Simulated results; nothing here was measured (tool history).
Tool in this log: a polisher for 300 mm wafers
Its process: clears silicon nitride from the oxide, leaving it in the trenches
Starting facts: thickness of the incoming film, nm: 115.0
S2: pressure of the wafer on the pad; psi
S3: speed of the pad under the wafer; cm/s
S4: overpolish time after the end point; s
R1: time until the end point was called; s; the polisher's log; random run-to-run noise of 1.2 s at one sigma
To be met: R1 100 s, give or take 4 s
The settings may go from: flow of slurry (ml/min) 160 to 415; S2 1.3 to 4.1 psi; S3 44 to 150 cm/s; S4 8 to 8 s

Run 1, hour 0: flow of slurry (ml/min) 265, S2 2.7 psi, S3 96 cm/s, S4 8 s. Result: R1 164.87 s.
Run 2, hour 4.9: flow of slurry (ml/min) 265, S2 2.8 psi, S3 96 cm/s, S4 8 s. Result: R1 158.19 s.
Run 3, hour 11.3: flow of slurry (ml/min) 240, S2 2.8 psi, S3 96 cm/s, S4 8 s. Result: R1 158.47 s.
Run 4, hour 18.5: flow of slurry (ml/min) 240, S2 2.8 psi, S3 112 cm/s, S4 8 s. Result: R1 137.68 s.
Run 5, hour 26.7: flow of slurry (ml/min) 240, S2 2.9 psi, S3 112 cm/s, S4 8 s. Result: R1 133.69 s.
Run 6, hour 34.1: flow of slurry (ml/min) 240, S2 3 psi, S3 112 cm/s, S4 8 s. Result: R1 131.03 s.
Run 7, hour 41.8: flow of slurry (ml/min) 240, S2 3.1 psi, S3 112 cm/s, S4 8 s. Result: R1 123.39 s.
Run 8, hour 45.2: flow of slurry (ml/min) 240, S2 3.2 psi, S3 112 cm/s, S4 8 s. Result: R1 120.62 s.
Run 9, hour 53: flow of slurry (ml/min) 240, S2 3.3 psi, S3 112 cm/s, S4 8 s. Result: R1 118.4 s.
Run 10, hour 59.3: flow of slurry (ml/min) 240, S2 3.4 psi, S3 112 cm/s, S4 8 s. Result: R1 113.88 s.
Run 11, hour 62.6: flow of slurry (ml/min) 240, S2 3.6 psi, S3 112 cm/s, S4 8 s. Result: R1 108.79 s.

Consider the 4 candidate settings below. Which is the only one whose results all fall within their allowed miss of target?
Run A, hour 65.9: flow of slurry (ml/min) 195, S2 4.1 psi, S3 100 cm/s, S4 8 s. Result: R1 ?.
Run B, hour 65.9: flow of slurry (ml/min) 240, S2 3.8 psi, S3 116 cm/s, S4 8 s. Result: R1 ?.
Run C, hour 65.9: flow of slurry (ml/min) 215, S2 4 psi, S3 122 cm/s, S4 8 s. Result: R1 ?.
Run D, hour 65.9: flow of slurry (ml/min) 245, S2 4 psi, S3 118 cm/s, S4 8 s. Result: R1 ?.

move      R1
   A  111.75
   B  101.49
   C   93.33
   D   94.71
A: its largest miss is bigger than the last run's
B: hits every target within its allowed miss
C: pushes the last run's worst result past its target
D: pushes the last run's worst result past its target
Answer: B
